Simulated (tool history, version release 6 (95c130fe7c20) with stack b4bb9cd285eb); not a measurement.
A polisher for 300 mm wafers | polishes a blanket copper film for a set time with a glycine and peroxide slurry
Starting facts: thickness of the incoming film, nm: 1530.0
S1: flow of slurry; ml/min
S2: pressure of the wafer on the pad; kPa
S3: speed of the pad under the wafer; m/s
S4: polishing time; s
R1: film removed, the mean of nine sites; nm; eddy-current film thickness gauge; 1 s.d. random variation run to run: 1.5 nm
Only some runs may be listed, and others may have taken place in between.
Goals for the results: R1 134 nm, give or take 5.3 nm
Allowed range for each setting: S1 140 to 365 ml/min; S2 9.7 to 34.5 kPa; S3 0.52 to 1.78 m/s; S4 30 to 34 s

run,hour,S1,S2,S3,S4,R1
1,0,235,22.1,1.14,34,212.81
2,8.5,235,22.1,1.14,30,190.65
3,11,235,17.9,1.14,30,159.88
4,19.4,235,17.9,1.32,30,182.31
5,25.5,235,16.5,1.32,30,167.56
6,34,235,15.2,1.32,30,159.7
7,42.1,235,14.5,1.32,30,152.53
8,47.8,235,13.8,1.32,30,146.79

Which single option among these 4 for the next run brings every result within its allowed miss of target? Just one does.
A,53.5,255,9.7,1.54,30,?
B,53.5,265,11.7,1.28,30,?
C,53.5,365,9.7,1.36,32,?
D,53.5,190,11,1.32,34,?

move,R1
A,124.74
B,125.93
C,124.19
D,135.01
A: carries the result that was furthest off beyond its target, to the other side
B: carries the result that was furthest off beyond its target, to the other side
C: carries the result that was furthest off beyond its target, to the other side
D: all results land within tolerance of their targets
The move that meets every target is D.

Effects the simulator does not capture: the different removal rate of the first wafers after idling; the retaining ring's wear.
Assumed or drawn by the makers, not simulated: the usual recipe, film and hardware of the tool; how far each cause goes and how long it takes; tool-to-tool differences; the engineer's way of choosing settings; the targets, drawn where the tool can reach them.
